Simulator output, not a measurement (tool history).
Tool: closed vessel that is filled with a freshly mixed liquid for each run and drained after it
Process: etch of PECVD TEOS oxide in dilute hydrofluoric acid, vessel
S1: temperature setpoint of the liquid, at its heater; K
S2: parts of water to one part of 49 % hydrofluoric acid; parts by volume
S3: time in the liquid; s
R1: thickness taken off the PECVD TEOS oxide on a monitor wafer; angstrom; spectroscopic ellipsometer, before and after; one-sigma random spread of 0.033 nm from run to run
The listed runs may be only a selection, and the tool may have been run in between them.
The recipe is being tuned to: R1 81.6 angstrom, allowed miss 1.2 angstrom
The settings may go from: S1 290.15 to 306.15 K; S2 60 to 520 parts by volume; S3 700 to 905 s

run	day	S1	S2	S3	R1
1	0	298.15	290	905	220.87
2	0.112	298.15	290	905	218.5
3	0.167	298.15	370	905	158.11
4	0.396	298.15	370	905	158.39
5	0.717	296.15	400	905	134.87
6	0.917	296.15	485	905	102.77
7	1.121	294.65	490	905	96.574
8	1.462	293.65	495	905	92.964
9	1.621	292.65	500	905	88.14
10	1.933	292.65	500	905	88.118
11	2.225	292.15	500	905	86.477
12	2.367	291.65	500	905	84.975
13	2.546	291.15	500	905	83.761

Consider the 4 candidate settings below. Which is the only one whose results all fall within their allowed miss of target?
A	2.725	292.65	485	855	?
B	2.725	290.65	450	810	?
C	2.725	297.65	515	775	?
D	2.725	290.15	490	890	?

move	R1
A	86.75
B	84.946
C	84.904
D	81.761
A: the biggest miss grows against the last run
B: the biggest miss grows against the last run
C: the biggest miss grows against the last run
D: hits every target within its allowed miss
Answer: D
